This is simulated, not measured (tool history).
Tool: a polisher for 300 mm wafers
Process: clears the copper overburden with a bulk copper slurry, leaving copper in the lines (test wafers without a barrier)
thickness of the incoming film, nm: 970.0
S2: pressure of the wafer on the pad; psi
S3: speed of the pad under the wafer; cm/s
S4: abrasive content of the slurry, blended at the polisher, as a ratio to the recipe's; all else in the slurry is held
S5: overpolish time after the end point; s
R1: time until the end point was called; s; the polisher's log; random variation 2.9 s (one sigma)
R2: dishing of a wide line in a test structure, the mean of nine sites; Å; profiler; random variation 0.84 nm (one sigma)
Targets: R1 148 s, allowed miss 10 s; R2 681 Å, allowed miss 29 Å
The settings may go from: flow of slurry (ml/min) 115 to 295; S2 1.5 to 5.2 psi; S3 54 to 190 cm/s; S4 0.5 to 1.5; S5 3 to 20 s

Run 1, day 0: flow of slurry (ml/min) 190, S2 3.3 psi, S3 122 cm/s, S4 1, S5 10 s. Result: R1 64.391 s, R2 872.22 Å.
Run 2, day 0.088: flow of slurry (ml/min) 190, S2 2.8 psi, S3 114 cm/s, S4 1, S5 11 s. Result: R1 85.417 s, R2 792.8 Å.
Run 3, day 0.162: flow of slurry (ml/min) 190, S2 2.8 psi, S3 144 cm/s, S4 1, S5 11 s. Result: R1 66.577 s, R2 906.91 Å.
Run 4, day 0.4: flow of slurry (ml/min) 190, S2 2.5 psi, S3 134 cm/s, S4 1, S5 12 s. Result: R1 78.782 s, R2 842.61 Å.
Run 5, day 0.65: flow of slurry (ml/min) 190, S2 2.2 psi, S3 124 cm/s, S4 1, S5 13 s. Result: R1 100.89 s, R2 765.04 Å.
Run 6, day 0.738: flow of slurry (ml/min) 190, S2 2 psi, S3 122 cm/s, S4 1, S5 14 s. Result: R1 105.26 s, R2 756.94 Å.
Run 7, day 1.008: flow of slurry (ml/min) 175, S2 1.5 psi, S3 88 cm/s, S4 0.95, S5 18 s. Result: R1 197.38 s, R2 576.5 Å.
Run 8, day 1.05: flow of slurry (ml/min) 185, S2 1.7 psi, S3 88 cm/s, S4 0.95, S5 18 s. Result: R1 180.22 s, R2 629.59 Å.
Run 9, day 1.258: flow of slurry (ml/min) 200, S2 1.8 psi, S3 88 cm/s, S4 0.95, S5 18 s. Result: R1 167.08 s, R2 650.97 Å.
Run 10, day 1.571: flow of slurry (ml/min) 210, S2 1.8 psi, S3 88 cm/s, S4 0.95, S5 18 s. Result: R1 164.72 s, R2 660.58 Å.
At day 1.608: head pressure recalibrated.
Run 11, day 1.608: flow of slurry (ml/min) 220, S2 1.8 psi, S3 88 cm/s, S4 0.95, S5 18 s. Result: R1 176.15 s, R2 640.16 Å.
Run 12, day 1.858: flow of slurry (ml/min) 220, S2 1.9 psi, S3 88 cm/s, S4 0.95, S5 18 s. Result: R1 168.43 s, R2 642.82 Å.
Run 13, day 1.896: flow of slurry (ml/min) 220, S2 2 psi, S3 88 cm/s, S4 0.95, S5 18 s. Result: R1 159.17 s, R2 677.97 Å.

4 next moves are on the table. One of them brings every result within its allowed miss. Which?
Run A, day 1.933: flow of slurry (ml/min) 235, S2 2.4 psi, S3 90 cm/s, S4 0.85, S5 12 s. Result: R1 ?, R2 ?.
Run B, day 1.933: flow of slurry (ml/min) 225, S2 2.2 psi, S3 84 cm/s, S4 1, S5 14 s. Result: R1 ?, R2 ?.
Run C, day 1.933: flow of slurry (ml/min) 215, S2 2.1 psi, S3 92 cm/s, S4 0.95, S5 19 s. Result: R1 ?, R2 ?.
Run D, day 1.933: flow of slurry (ml/min) 190, S2 1.9 psi, S3 100 cm/s, S4 0.9, S5 17 s. Result: R1 ?, R2 ?.

move      R1      R2
   A  130.43  597.69
   B  148.14  604.73
   C  143.94  756.55
   D  149.76  676.63
A: takes the result that was furthest off past its target
B: brings the result that was furthest off to its target, and leaves another outside
C: brings the result that was furthest off to its target, and leaves another outside
D: meets every target
Move D is the one to make.
